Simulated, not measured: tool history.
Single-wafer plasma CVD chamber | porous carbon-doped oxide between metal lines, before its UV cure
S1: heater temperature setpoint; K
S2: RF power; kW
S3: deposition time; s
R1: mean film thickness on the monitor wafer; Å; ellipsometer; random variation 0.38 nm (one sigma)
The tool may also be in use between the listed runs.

{"run": 1, "day": 0.0, "S1": 588.15, "S2": 0.495, "S3": 19.7, "R1": 910.96}
{"run": 2, "day": 0.146, "S1": 588.15, "S2": 0.46, "S3": 19.7, "R1": 856.51}
{"run": 3, "day": 0.196, "S1": 588.15, "S2": 0.46, "S3": 18.8, "R1": 824.05}
{"run": 4, "day": 0.275, "S1": 588.15, "S2": 0.46, "S3": 18.8, "R1": 824.72}
{"run": 5, "day": 0.596, "S1": 590.15, "S2": 0.455, "S3": 18.8, "R1": 802.84}
{"run": 6, "day": 0.779, "S1": 590.15, "S2": 0.455, "S3": 18.8, "R1": 808.13}
{"run": 7, "day": 0.921, "S1": 592.15, "S2": 0.455, "S3": 18.8, "R1": 801.63}
{"run": 8, "day": 1.225, "S1": 594.15, "S2": 0.45, "S3": 18.8, "R1": 784.09}

Forecast run 9:
{"run": 9, "day": 1.508, "S1": 596.15, "S2": 0.45, "S3": 18.8, "R1": "?"}

{"run 9": {"R1": 778.57}}

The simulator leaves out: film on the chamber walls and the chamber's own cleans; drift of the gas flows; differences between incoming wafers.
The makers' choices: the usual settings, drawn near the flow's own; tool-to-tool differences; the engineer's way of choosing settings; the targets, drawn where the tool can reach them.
